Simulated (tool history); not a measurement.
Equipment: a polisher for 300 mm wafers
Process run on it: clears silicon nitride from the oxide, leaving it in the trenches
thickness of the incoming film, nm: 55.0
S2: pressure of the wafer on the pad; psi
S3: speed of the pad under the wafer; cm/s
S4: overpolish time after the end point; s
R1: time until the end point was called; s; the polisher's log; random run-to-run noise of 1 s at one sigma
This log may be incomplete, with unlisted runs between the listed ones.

Run 1, day 0: flow of slurry (ml/min) 180, S2 2.2 psi, S3 86 cm/s, S4 14 s. Result: R1 85.824 s.
Run 2, day 0.158: flow of slurry (ml/min) 200, S2 2.2 psi, S3 86 cm/s, S4 14 s. Result: R1 85.846 s.
Run 3, day 0.254: flow of slurry (ml/min) 200, S2 2.3 psi, S3 86 cm/s, S4 14 s. Result: R1 80.642 s.
Run 4, day 0.604: flow of slurry (ml/min) 200, S2 2.4 psi, S3 86 cm/s, S4 14 s. Result: R1 78.731 s.
Run 5, day 0.85: flow of slurry (ml/min) 200, S2 2.4 psi, S3 86 cm/s, S4 15 s. Result: R1 78.905 s.
At day 0.9: head pressure recalibrated.
Run 6, day 0.9: flow of slurry (ml/min) 200, S2 2.4 psi, S3 78 cm/s, S4 15 s. Result: R1 79.323 s.

Expected results for the next run?
Run 7, day 0.988: flow of slurry (ml/min) 200, S2 2.5 psi, S3 78 cm/s, S4 15 s. Result: R1 ?.

R1: 77.204 s

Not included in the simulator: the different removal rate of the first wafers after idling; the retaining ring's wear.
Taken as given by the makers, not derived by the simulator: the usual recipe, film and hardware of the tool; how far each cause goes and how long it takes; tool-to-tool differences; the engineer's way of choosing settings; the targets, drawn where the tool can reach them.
